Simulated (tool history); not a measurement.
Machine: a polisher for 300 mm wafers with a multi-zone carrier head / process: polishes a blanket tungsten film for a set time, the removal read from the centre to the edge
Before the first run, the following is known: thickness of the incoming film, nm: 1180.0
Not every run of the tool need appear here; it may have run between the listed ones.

run,day,flow of slurry (ml/min),pressure of the head's centre zone,pressure of the head's middle zone,pressure of the head's edge zone,abrasive content of the slurry,polishing time (s),film removed at the wafer's centre (angstrom),film removed at mid-radius (angstrom),film removed at the wafer's edge (angstrom)
1,0.000,195,1.00,1.00,1.00,1.00,56,3227.0,3100.4,3200.2
2,0.196,245,1.00,1.00,1.00,1.00,56,3307.4,3202.2,3272.9
3,0.533,235,0.97,0.99,0.99,0.95,54,3036.1,2952.3,3100.4
4,0.879,235,0.97,0.99,0.99,0.95,40,2268.4,2195.5,2282.3
5,1.221,235,1.01,0.99,0.99,0.95,40,2351.4,2188.7,2307.1
6,1.575,235,1.01,0.99,0.94,0.95,40,2330.8,2205.8,2250.9
7,1.796,225,0.98,0.98,0.94,0.95,40,2269.7,2176.5,2213.6

Run 8 comes next. What will it give?
8,2.129,220,0.96,0.98,0.95,0.90,40,?,?,?

{"run 8": {"film removed at the wafer's centre (angstrom)": 2180.0, "film removed at mid-radius (angstrom)": 2147.0, "film removed at the wafer's edge (angstrom)": 2221.1}}
